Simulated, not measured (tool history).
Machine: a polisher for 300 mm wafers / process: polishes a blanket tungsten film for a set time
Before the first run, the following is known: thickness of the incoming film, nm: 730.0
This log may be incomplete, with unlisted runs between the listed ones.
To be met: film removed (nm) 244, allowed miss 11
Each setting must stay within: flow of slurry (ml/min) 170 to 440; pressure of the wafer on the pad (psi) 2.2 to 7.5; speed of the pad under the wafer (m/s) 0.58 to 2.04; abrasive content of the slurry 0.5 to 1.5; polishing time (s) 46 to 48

| run | hour | flow of slurry (ml/min) | pressure of the wafer on the pad (psi) | speed of the pad under the wafer (m/s) | abrasive content of the slurry | polishing time (s) | film removed (nm) |
|---|---|---|---|---|---|---|---|
| 1 | 0 | 280 | 4.8 | 1.3 | 1 | 46 | 352.34 |
| 2 | 5 | 280 | 4.5 | 1.3 | 1 | 46 | 340.54 |
| 3 | 8.9 | 230 | 4.5 | 1.3 | 1 | 46 | 333.42 |
| 4 | 12.7 | 230 | 4.2 | 1.3 | 1 | 46 | 308.02 |
| 5 | 15.3 | 230 | 4 | 1.3 | 1 | 46 | 297.02 |
| 6 | 16.7 | 230 | 4 | 1.3 | 0.8 | 46 | 284 |
| 7 | 25.1 | 230 | 3.9 | 1.3 | 0.8 | 46 | 276.69 |
| 8 | 26 | 230 | 3.8 | 1.3 | 0.8 | 46 | 268.75 |
| 9 | 30.4 | 230 | 3.7 | 1.3 | 0.8 | 46 | 267.69 |
| 10 | 32.1 | 230 | 3.6 | 1.3 | 0.8 | 46 | 260.07 |

Next run, 4 choices. One meets every target within its allowed miss, the rest don't. Which?
| A | 33.8 | 230 | 3.4 | 1.44 | 0.85 | 46 | ? |
| B | 33.8 | 295 | 3.3 | 1.44 | 0.9 | 46 | ? |
| C | 33.8 | 265 | 3.7 | 1.32 | 0.9 | 46 | ? |
| D | 33.8 | 205 | 4.2 | 1.16 | 0.55 | 46 | ? |

| move | film removed (nm) |
|---|---|
| A | 268.13 |
| B | 271.62 |
| C | 279.84 |
| D | 248.52 |
A: further off than the last run
B: further off than the last run
C: further off than the last run
D: every result lands within tolerance
Move D is the one to make.

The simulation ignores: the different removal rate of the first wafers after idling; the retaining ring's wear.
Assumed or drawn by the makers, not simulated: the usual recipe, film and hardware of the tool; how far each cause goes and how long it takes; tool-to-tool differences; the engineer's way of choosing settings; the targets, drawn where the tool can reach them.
